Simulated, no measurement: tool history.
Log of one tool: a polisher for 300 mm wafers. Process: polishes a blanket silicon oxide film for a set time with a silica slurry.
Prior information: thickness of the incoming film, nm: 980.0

| run | hour | flow of slurry (ml/min) | pressure of the wafer on the pad (psi) | speed of the pad under the wafer (cm/s) | abrasive content of the slurry | polishing time (s) | film removed (Å) |
|---|---|---|---|---|---|---|---|
| 1 | 0.0 | 275 | 5.5 | 140 | 1.0 | 89 | 5434.0 |
| 2 | 8.8 | 240 | 5.5 | 140 | 1.0 | 89 | 5422.3 |
| 3 | 9.4 | 240 | 5.0 | 140 | 1.0 | 89 | 4866.1 |
| 4 | 17.6 | 240 | 6.1 | 140 | 1.0 | 89 | 5889.3 |
| 5 | 22.9 | 240 | 7.2 | 140 | 1.0 | 89 | 6892.9 |
| 6 | 31.0 | 240 | 6.3 | 138 | 1.0 | 89 | 6069.0 |
| 7 | 32.6 | 240 | 5.6 | 138 | 1.0 | 89 | 5456.4 |
| 8 | 40.5 | 235 | 4.1 | 134 | 1.0 | 89 | 3999.4 |

The next listed run, before its measurement:
| 9 | 45.8 | 230 | 3.4 | 134 | 1.0 | 89 | ? |

film removed (Å): 3353.7

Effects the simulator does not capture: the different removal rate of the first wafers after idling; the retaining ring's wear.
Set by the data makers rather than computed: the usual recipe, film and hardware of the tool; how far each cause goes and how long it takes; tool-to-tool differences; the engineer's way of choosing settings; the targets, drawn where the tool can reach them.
